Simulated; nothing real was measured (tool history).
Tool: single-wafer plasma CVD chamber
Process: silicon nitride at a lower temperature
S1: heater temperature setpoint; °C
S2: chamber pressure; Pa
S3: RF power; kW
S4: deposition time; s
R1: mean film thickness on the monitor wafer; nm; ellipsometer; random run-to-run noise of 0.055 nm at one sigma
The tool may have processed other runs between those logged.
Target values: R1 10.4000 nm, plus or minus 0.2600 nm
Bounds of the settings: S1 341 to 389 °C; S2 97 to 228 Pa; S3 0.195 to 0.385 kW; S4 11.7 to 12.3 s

run	hour	S1	S2	S3	S4	R1
1	0.0	365	163	0.290	12.3	13.2410
2	0.6	365	149	0.270	12.2	12.3300
3	6.2	365	140	0.255	12.1	11.4020
4	7.8	365	131	0.250	12.1	11.0160
5	12.1	365	153	0.250	12.1	11.5600
6	14.5	365	153	0.270	12.1	12.1440
7	21.1	365	141	0.260	12.1	11.6050
8	24.3	365	132	0.255	12.1	11.2750
9	28.5	365	125	0.250	12.1	10.8530

Consider the 4 candidate settings below. Which is the only one whose results all fall within their allowed miss of target?
A	32.7	367	119	0.250	11.9	?
B	32.7	368	119	0.265	12.2	?
C	32.7	360	108	0.245	11.7	?
D	32.7	370	97	0.260	11.7	?

move	R1
A	10.4600
B	11.2350
C	9.8480
D	9.9563
A: each result inside its tolerance
B: misses by more than the last run did
C: pushes the last run's worst result past its target
D: pushes the last run's worst result past its target
A is the move that brings every result within its allowed miss.
